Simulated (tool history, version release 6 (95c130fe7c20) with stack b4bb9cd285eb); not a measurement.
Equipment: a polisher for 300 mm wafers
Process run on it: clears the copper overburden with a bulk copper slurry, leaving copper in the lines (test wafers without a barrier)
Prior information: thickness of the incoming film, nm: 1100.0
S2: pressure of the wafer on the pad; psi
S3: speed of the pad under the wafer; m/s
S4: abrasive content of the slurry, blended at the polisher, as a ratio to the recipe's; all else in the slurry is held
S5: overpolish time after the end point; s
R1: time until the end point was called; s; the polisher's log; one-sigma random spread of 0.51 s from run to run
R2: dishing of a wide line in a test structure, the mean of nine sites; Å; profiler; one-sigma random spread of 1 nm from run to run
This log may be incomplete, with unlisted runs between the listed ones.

run 1 hour=0.0 | flow_of_slurry_(ml/min)=240 S2=3.5 S3=1.24 S4=1.00 S5=17 | R1=77.235 R2=871.69
run 2 hour=7.4 | flow_of_slurry_(ml/min)=240 S2=3.5 S3=1.44 S4=1.00 S5=17 | R1=71.584 R2=915.34
run 3 hour=11.2 | flow_of_slurry_(ml/min)=300 S2=3.5 S3=1.44 S4=1.00 S5=17 | R1=69.605 R2=921.01
run 4 hour=15.2 | flow_of_slurry_(ml/min)=345 S2=3.5 S3=1.44 S4=1.00 S5=17 | R1=67.779 R2=928.48
run 5 hour=18.5 | flow_of_slurry_(ml/min)=345 S2=4.3 S3=1.44 S4=1.00 S5=17 | R1=58.370 R2=1006.80
run 6 hour=24.1 | flow_of_slurry_(ml/min)=350 S2=4.0 S3=1.54 S4=1.10 S5=15 | R1=56.781 R2=923.60
run 7 hour=26.4 | flow_of_slurry_(ml/min)=355 S2=3.8 S3=1.62 S4=1.20 S5=13 | R1=57.018 R2=895.60
run 8 hour=30.5 | flow_of_slurry_(ml/min)=360 S2=3.7 S3=1.68 S4=1.25 S5=11 | R1=55.374 R2=837.20

What does the tool deliver on the next run?
run 9 hour=36.5 | flow_of_slurry_(ml/min)=375 S2=3.1 S3=1.94 S4=1.50 S5=5 | R1=? R2=?

R1: 53.325 s
R2: 541.36 Å

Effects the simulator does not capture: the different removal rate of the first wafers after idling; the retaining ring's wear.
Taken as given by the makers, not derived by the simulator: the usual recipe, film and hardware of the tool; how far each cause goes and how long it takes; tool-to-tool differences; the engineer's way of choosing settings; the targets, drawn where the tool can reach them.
